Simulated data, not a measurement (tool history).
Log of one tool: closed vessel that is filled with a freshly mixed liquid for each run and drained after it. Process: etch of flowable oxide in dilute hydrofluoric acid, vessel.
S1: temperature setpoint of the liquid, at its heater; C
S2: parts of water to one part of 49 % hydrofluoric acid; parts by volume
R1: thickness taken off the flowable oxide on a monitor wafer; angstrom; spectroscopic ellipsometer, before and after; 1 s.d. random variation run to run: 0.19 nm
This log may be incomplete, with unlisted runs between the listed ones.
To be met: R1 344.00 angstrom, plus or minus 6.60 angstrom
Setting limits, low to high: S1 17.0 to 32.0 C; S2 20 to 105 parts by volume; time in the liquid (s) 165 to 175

Run 1, hour 0.0: S1 24.0 C, S2 55 parts by volume, time in the liquid (s) 165. Result: R1 624.15 angstrom.
Run 2, hour 8.8: S1 22.5 C, S2 60 parts by volume, time in the liquid (s) 165. Result: R1 538.93 angstrom.
Run 3, hour 9.9: S1 22.5 C, S2 50 parts by volume, time in the liquid (s) 165. Result: R1 639.70 angstrom.
Run 4, hour 17.0: S1 21.5 C, S2 55 parts by volume, time in the liquid (s) 165. Result: R1 561.59 angstrom.
Run 5, hour 20.9: S1 21.5 C, S2 55 parts by volume, time in the liquid (s) 165. Result: R1 558.63 angstrom.
Run 6, hour 26.7: S1 21.5 C, S2 55 parts by volume, time in the liquid (s) 175. Result: R1 590.52 angstrom.
Run 7, hour 27.8: S1 21.5 C, S2 55 parts by volume, time in the liquid (s) 175. Result: R1 592.23 angstrom.
Run 8, hour 33.4: S1 20.5 C, S2 60 parts by volume, time in the liquid (s) 175. Result: R1 514.66 angstrom.
At hour 38.2: thermometer replaced.
Run 9, hour 38.2: S1 19.5 C, S2 65 parts by volume, time in the liquid (s) 175. Result: R1 485.96 angstrom.
Run 10, hour 42.8: S1 19.0 C, S2 70 parts by volume, time in the liquid (s) 175. Result: R1 439.43 angstrom.

Which one of the following 5 next-run settings gets every result inside its allowed miss? There is exactly one.
Run A, hour 47.4: S1 18.0 C, S2 55 parts by volume, time in the liquid (s) 175. Result: R1 ?.
Run B, hour 47.4: S1 17.5 C, S2 80 parts by volume, time in the liquid (s) 170. Result: R1 ?.
Run C, hour 47.4: S1 21.0 C, S2 50 parts by volume, time in the liquid (s) 165. Result: R1 ?.
Run D, hour 47.4: S1 18.5 C, S2 50 parts by volume, time in the liquid (s) 175. Result: R1 ?.
Run E, hour 47.4: S1 22.0 C, S2 55 parts by volume, time in the liquid (s) 175. Result: R1 ?.

move      R1
   A  551.10
   B  350.40
   C  653.28
   D  622.94
   E  652.77
A: moves away from the targets compared with the last run
B: all results in spec
C: moves away from the targets compared with the last run
D: moves away from the targets compared with the last run
E: moves away from the targets compared with the last run
Correct choice: B, which meets every target
